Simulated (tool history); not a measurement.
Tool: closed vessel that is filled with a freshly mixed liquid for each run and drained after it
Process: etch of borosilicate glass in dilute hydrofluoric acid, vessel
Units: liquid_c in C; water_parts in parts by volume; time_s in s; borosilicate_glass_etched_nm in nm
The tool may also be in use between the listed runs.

run	hour	liquid_c	water_parts	time_s	borosilicate_glass_etched_nm
1	0.0	22.0	85	40	10.9190
2	1.7	22.0	95	40	9.6934
3	8.5	24.5	85	40	12.1610
4	17.6	22.0	85	40	10.9130
5	24.1	22.0	85	30	8.2547
6	25.5	24.5	70	30	11.2990
7	31.0	26.0	55	35	18.1620
8	40.3	27.0	55	35	18.9030
9	43.2	27.0	55	35	19.0300

Run 10 comes next. What will it give?
10	44.4	27.5	55	35	?

{"run 10": {"borosilicate_glass_etched_nm": 19.367}}
